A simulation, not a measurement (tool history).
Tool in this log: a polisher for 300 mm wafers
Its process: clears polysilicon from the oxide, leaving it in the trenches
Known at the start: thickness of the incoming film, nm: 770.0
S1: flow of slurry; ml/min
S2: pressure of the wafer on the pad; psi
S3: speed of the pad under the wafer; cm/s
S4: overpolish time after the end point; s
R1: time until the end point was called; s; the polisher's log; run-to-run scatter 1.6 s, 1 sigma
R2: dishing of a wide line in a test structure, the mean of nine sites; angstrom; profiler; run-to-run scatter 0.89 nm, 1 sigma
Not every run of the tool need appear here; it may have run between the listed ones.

run	hour	S1	S2	S3	S4	R1	R2
1	0.0	320	1.9	122	27	76.149	621.96
2	2.2	320	1.6	120	29	87.451	596.84
3	5.2	315	1.6	106	35	95.905	617.06
4	9.9	315	1.2	106	35	119.380	613.86
5	17.8	315	1.2	106	25	119.910	569.79
6	25.9	315	1.2	106	32	120.460	614.78
7	27.6	315	1.1	106	32	126.460	604.05
8	31.8	315	1.0	106	33	131.280	599.74
9	34.2	315	0.9	102	45	148.370	596.47

Estimate the outcome of run 10 from the log above:
10	42.0	315	0.9	102	45	?	?

R1: 149.650 s
R2: 614.21 angstrom

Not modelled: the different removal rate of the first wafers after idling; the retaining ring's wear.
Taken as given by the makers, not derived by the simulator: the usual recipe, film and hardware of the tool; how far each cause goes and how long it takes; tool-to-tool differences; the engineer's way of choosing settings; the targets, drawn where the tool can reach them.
